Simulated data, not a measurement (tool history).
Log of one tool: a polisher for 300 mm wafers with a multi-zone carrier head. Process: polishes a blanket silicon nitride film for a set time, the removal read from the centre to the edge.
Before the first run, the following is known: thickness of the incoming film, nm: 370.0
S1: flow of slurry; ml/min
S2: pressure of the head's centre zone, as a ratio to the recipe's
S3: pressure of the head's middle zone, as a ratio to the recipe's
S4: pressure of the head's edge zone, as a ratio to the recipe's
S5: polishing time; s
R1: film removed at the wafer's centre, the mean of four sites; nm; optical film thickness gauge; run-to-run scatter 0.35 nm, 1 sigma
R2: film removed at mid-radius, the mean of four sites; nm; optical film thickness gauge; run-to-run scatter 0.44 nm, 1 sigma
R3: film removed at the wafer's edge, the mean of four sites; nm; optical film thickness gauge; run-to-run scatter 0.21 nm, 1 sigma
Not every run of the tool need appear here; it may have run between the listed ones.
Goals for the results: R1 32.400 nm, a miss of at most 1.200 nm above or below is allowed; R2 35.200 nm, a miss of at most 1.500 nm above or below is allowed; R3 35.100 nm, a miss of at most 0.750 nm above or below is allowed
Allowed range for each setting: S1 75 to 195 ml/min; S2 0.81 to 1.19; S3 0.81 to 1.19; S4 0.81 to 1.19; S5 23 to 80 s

run  hour   S1    S2    S3    S4  S5      R1      R2      R3
  1   0.0  125  1.00  1.00  1.00  51  61.474  62.818  63.430
  2   4.9  120  0.99  0.99  0.98  48  56.792  59.289  58.548
  3  11.5  115  0.98  0.98  0.97  46  52.990  55.108  55.219
  4  12.1  110  0.97  0.97  0.96  44  49.951  50.337  51.991
  5  18.9  110  0.96  0.97  0.95  43  47.253  49.842  51.128
  6  21.3  110  0.96  0.97  0.94  41  46.387  46.637  47.909
  7  22.4  110  0.95  0.97  0.93  40  44.037  46.197  47.301
  8  25.5  110  0.95  0.97  0.92  39  43.307  45.084  45.166
  9  30.3  110  0.94  0.97  0.91  38  41.461  43.804  44.052
 10  38.9  110  0.94  0.97  0.90  37  40.666  43.129  42.906
 11  43.8  110  0.94  0.97  0.89  36  39.163  41.481  41.333
 12  45.7   85  0.90  0.94  0.81  31  30.078  32.251  32.230
 13  51.4   90  0.90  0.94  0.81  31  30.612  33.870  32.939
 14  53.1   90  0.90  0.94  0.81  31  30.762  33.554  32.680
 15  53.9  100  0.89  0.93  0.83  31  30.738  33.022  33.675

Which single option among these 4 for the next run brings every result within its allowed miss of target? Just one does.
  A  54.7   80  0.93  0.97  0.85  33   ?   ?   ?
  B  54.7  105  0.94  0.90  0.93  30   ?   ?   ?
  C  54.7   95  0.87  0.85  0.91  31   ?   ?   ?
  D  54.7   95  0.96  0.84  0.84  30   ?   ?   ?

move      R1      R2      R3
   A  31.356  35.217  35.025
   B  31.708  32.674  35.087
   C  29.329  31.326  35.242
   D  31.343  30.011  32.895
A: every result within its allowed miss
B: meets the target for the result that was furthest off, but another lies outside its allowed miss
C: meets the target for the result that was furthest off, but another lies outside its allowed miss
D: misses by more than the last run did
Go with A: it meets all targets.
